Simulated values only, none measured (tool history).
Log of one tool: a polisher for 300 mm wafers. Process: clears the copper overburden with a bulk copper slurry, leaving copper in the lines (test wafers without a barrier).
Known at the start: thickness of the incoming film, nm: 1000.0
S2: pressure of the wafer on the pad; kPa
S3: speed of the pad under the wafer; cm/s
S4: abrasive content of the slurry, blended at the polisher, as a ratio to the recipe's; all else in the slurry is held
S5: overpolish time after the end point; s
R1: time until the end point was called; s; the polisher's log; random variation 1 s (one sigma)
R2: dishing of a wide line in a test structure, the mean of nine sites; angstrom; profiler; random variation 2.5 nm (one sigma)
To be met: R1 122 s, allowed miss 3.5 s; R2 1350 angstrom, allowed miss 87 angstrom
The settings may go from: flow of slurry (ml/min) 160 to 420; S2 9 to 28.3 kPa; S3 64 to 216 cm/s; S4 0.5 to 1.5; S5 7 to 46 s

{"run": 1, "day": 0.0, "flow of slurry (ml/min)": 270, "S2": 18.6, "S3": 140, "S4": 1, "S5": 24, "R1": 97.702, "R2": 1172.7}
{"run": 2, "day": 0.058, "flow of slurry (ml/min)": 270, "S2": 18.6, "S3": 140, "S4": 1, "S5": 16, "R1": 100.03, "R2": 957.35}
{"run": 3, "day": 0.412, "flow of slurry (ml/min)": 270, "S2": 17.9, "S3": 140, "S4": 1, "S5": 21, "R1": 103.41, "R2": 1063.5}
{"run": 4, "day": 0.458, "flow of slurry (ml/min)": 270, "S2": 17.2, "S3": 140, "S4": 1, "S5": 24, "R1": 106.28, "R2": 1154.9}
{"run": 5, "day": 0.717, "flow of slurry (ml/min)": 270, "S2": 16.5, "S3": 140, "S4": 1, "S5": 26, "R1": 109.31, "R2": 1179.8}
{"run": 6, "day": 0.946, "flow of slurry (ml/min)": 210, "S2": 16.5, "S3": 140, "S4": 1, "S5": 26, "R1": 112.08, "R2": 1156.7}
{"run": 7, "day": 0.992, "flow of slurry (ml/min)": 210, "S2": 15.9, "S3": 140, "S4": 1, "S5": 28, "R1": 119.14, "R2": 1188.1}
{"run": 8, "day": 1.246, "flow of slurry (ml/min)": 210, "S2": 15.9, "S3": 140, "S4": 1, "S5": 28, "R1": 118.4, "R2": 1132.6}
{"run": 9, "day": 1.496, "flow of slurry (ml/min)": 210, "S2": 15.9, "S3": 140, "S4": 1, "S5": 30, "R1": 116.2, "R2": 1206.2}
{"run": 10, "day": 1.7, "flow of slurry (ml/min)": 205, "S2": 14.5, "S3": 138, "S4": 1, "S5": 37, "R1": 129.19, "R2": 1251.9}
{"run": 11, "day": 2.046, "flow of slurry (ml/min)": 210, "S2": 14.5, "S3": 138, "S4": 1, "S5": 38, "R1": 129.77, "R2": 1252.1}
{"run": 12, "day": 2.421, "flow of slurry (ml/min)": 210, "S2": 14.5, "S3": 138, "S4": 1, "S5": 39, "R1": 128.55, "R2": 1260.2}
{"run": 13, "day": 2.712, "flow of slurry (ml/min)": 220, "S2": 15.9, "S3": 138, "S4": 1, "S5": 41, "R1": 117.68, "R2": 1357.2}

4 next moves are on the table. One of them brings every result within its allowed miss. Which?
{"run": "A", "day": 3.004, "flow of slurry (ml/min)": 220, "S2": 15.9, "S3": 140, "S4": 1.1, "S5": 37, "R1": "?", "R2": "?"}
{"run": "B", "day": 3.004, "flow of slurry (ml/min)": 195, "S2": 16.5, "S3": 154, "S4": 0.75, "S5": 39, "R1": "?", "R2": "?"}
{"run": "C", "day": 3.004, "flow of slurry (ml/min)": 165, "S2": 15.9, "S3": 164, "S4": 0.7, "S5": 43, "R1": "?", "R2": "?"}
{"run": "D", "day": 3.004, "flow of slurry (ml/min)": 245, "S2": 15.9, "S3": 126, "S4": 1.1, "S5": 29, "R1": "?", "R2": "?"}

move=A R1=112.7 R2=1352.4
move=B R1=115.03 R2=1384.5
move=C R1=119.71 R2=1400.8
move=D R1=120.57 R2=1167.9
A: further off than the last run
B: further off than the last run
C: meets every target
D: brings the result that was furthest off to its target, and leaves another outside
Answer: C

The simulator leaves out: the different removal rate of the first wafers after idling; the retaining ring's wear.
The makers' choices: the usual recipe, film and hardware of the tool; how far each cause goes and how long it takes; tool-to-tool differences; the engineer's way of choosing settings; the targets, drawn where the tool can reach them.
